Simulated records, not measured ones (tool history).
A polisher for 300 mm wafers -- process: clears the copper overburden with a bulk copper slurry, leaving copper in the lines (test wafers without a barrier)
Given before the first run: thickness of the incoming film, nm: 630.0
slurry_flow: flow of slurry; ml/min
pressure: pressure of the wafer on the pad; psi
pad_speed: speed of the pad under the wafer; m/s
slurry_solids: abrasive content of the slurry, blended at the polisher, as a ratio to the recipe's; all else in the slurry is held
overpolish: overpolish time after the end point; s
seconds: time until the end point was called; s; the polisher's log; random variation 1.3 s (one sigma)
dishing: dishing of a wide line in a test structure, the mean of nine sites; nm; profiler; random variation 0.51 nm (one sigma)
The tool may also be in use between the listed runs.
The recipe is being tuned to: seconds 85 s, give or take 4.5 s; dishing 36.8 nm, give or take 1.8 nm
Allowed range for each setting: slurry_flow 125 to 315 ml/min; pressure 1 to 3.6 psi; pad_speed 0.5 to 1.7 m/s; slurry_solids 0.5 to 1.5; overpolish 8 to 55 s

run	day	slurry_flow	pressure	pad_speed	slurry_solids	overpolish	seconds	dishing
1	0	205	2.3	1.1	1	28	76.507	94.458
2	0.271	235	2.3	1.1	1	28	75.489	93.001
3	0.596	235	2.3	1.28	1	28	65.344	98.639
4	0.729	235	2.3	1.28	1	17	66.078	78.403
5	0.971	245	2.1	1.32	0.95	16	70.952	70.91
6	1.108	255	2	1.36	0.9	15	70.442	67.323
7	1.412	260	1.9	1.4	0.85	14	70.984	62.708
# day 1.679: slurry blender recalibrated
8	1.679	265	1.8	1.42	0.8	13	75.333	59.405
9	1.938	270	1.7	1.46	0.75	12	75.675	53.611
10	2.196	270	1.7	1.46	0.75	12	76.598	54.58

Below are 4 possible settings for the next run. Only one of them brings all results inside the allowed miss of their targets. Which is it?
A	2.454	285	1.9	1.14	0.85	33	?	?
B	2.454	260	1.8	1.56	0.65	24	?	?
C	2.454	250	1.6	1.5	0.8	17	?	?
D	2.454	245	1.5	1.52	0.7	8	?	?

move	seconds	dishing
A	85.488	92.443
B	68.982	87.182
C	78.809	66.032
D	84.179	36.506
A: its largest miss is bigger than the last run's
B: its largest miss is bigger than the last run's
C: its largest miss is bigger than the last run's
D: all results land within tolerance of their targets
The move that meets every target is D.

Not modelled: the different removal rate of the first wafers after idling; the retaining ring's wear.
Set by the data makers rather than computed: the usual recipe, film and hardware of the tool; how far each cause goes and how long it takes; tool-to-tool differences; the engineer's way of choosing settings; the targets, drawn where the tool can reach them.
